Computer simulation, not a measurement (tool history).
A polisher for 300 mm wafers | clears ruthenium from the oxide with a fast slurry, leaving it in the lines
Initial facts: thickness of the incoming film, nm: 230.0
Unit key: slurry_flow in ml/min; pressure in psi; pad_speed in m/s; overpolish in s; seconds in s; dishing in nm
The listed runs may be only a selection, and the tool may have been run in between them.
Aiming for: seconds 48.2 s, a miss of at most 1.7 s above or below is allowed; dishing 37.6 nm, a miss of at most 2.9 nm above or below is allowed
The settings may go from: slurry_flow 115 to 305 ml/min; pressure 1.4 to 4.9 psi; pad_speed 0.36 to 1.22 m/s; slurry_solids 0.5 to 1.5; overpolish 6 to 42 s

run,day,slurry_flow,pressure,pad_speed,slurry_solids,overpolish,seconds,dishing
1,0,195,3.1,0.78,1,21,69.173,56.235
2,0.088,195,3.1,0.58,1,21,82.967,49.335
3,0.312,150,3.1,0.58,1,21,87.073,44.56
4,0.625,140,3.5,0.6,1,18,77.201,44.444
5,0.717,135,3.8,0.62,1,15,70.432,41.621
6,1.004,175,3.8,0.62,1,15,66.644,45.019
# day 1.283: slurry nozzle cleaned
7,1.283,160,4,0.64,1,13,59.685,42.461
8,1.525,175,4.1,0.64,1,11,57.116,39.943
9,1.771,175,4.1,0.64,1,11,56.572,37.91
10,1.829,200,4.6,0.64,1,7,50.714,29.566
11,2.071,195,4.6,0.64,1,8,50.28,32.503
12,2.171,195,4.6,0.64,1,9,50.234,36.019
13,2.475,195,4.6,0.64,1,9,51.279,37.398

Next run, 5 choices. One meets every target within its allowed miss, the rest don't. Which?
A,2.779,215,4.9,0.66,1.1,8,?,?
B,2.779,210,4.9,0.78,0.9,8,?,?
C,2.779,175,4.9,0.6,1.05,9,?,?
D,2.779,240,4.9,0.7,1,8,?,?
E,2.779,200,4.8,0.72,1,7,?,?

move,seconds,dishing
A,43.731,38.148
B,44.048,37.911
C,48.774,38.431
D,43.731,38.148
E,44.864,33.219
A: takes the result that was furthest off past its target
B: takes the result that was furthest off past its target
C: every result lands within tolerance
D: takes the result that was furthest off past its target
E: takes the result that was furthest off past its target
C is the move that brings every result within its allowed miss.
